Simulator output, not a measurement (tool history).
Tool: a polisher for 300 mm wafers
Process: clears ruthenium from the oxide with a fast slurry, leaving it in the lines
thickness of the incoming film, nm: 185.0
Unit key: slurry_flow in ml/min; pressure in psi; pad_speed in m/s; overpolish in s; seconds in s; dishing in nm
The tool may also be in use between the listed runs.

| run | hour | slurry_flow | pressure | pad_speed | slurry_solids | overpolish | seconds | dishing |
|---|---|---|---|---|---|---|---|---|
| 1 | 0.0 | 230 | 2.3 | 0.76 | 1.00 | 19 | 82.627 | 30.405 |
| 2 | 4.6 | 230 | 2.0 | 0.76 | 1.00 | 19 | 91.044 | 29.457 |
| 3 | 8.5 | 230 | 2.2 | 0.78 | 1.00 | 21 | 84.345 | 34.174 |
| 4 | 15.2 | 230 | 1.9 | 0.78 | 1.00 | 21 | 95.444 | 30.682 |
| 5 | 18.1 | 230 | 1.9 | 0.78 | 0.95 | 21 | 98.101 | 29.168 |
|  | 19.7 | slurry nozzle cleaned |
| 6 | 19.7 | 230 | 1.9 | 0.78 | 1.00 | 21 | 90.071 | 32.101 |
| 7 | 21.3 | 230 | 2.1 | 0.80 | 1.00 | 22 | 80.051 | 37.445 |
| 8 | 26.8 | 230 | 2.2 | 0.80 | 1.00 | 23 | 75.462 | 40.055 |
| 9 | 31.6 | 230 | 2.3 | 0.80 | 1.00 | 24 | 71.562 | 42.592 |

Forecast run 10:
| 10 | 34.2 | 230 | 2.4 | 0.80 | 1.00 | 25 | ? | ? |

{"run 10": {"seconds": 69.329, "dishing": 45.908}}
